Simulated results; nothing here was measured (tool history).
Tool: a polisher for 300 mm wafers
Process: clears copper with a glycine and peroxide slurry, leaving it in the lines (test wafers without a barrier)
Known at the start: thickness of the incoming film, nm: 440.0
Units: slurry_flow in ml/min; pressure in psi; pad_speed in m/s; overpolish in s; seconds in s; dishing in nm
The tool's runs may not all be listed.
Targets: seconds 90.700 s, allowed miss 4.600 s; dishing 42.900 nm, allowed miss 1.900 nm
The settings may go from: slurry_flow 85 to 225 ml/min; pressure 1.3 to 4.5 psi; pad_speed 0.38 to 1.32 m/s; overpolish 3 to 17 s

run  hour  slurry_flow  pressure  pad_speed  overpolish  seconds  dishing
  1   0.0          145       2.9       0.84           9  108.710   24.231
  2   1.0          140       3.1       0.84          10  102.220   28.379
  3   8.0          120       3.1       0.84          10  107.650   27.861
  4  16.3          150       3.1       0.84          10  101.330   28.709
  5  19.8          145       3.2       0.84          11   99.667   31.081
  6  22.2          140       3.3       0.84          12   99.672   33.853
  7  29.0          140       3.4       0.84          13   96.514   37.360
  8  36.0          145       3.5       0.84          14   95.495   40.861
  9  43.9          150       3.6       0.84          14   94.129   41.805

4 next moves are on the table. One of them brings every result within its allowed miss. Which?
  A  51.8          165       3.2       0.82          16        ?        ?
  B  51.8           85       4.0       0.84          14        ?        ?
  C  51.8          165       4.5       0.68          12        ?        ?
  D  51.8          160       3.7       0.82          15        ?        ?

move  seconds  dishing
   A   98.321   40.754
   B   97.391   37.199
   C   87.624   36.056
   D   89.169   41.855
A: further off than the last run
B: further off than the last run
C: brings the result that was furthest off to its target, and leaves another outside
D: meets every target
The right move is D.
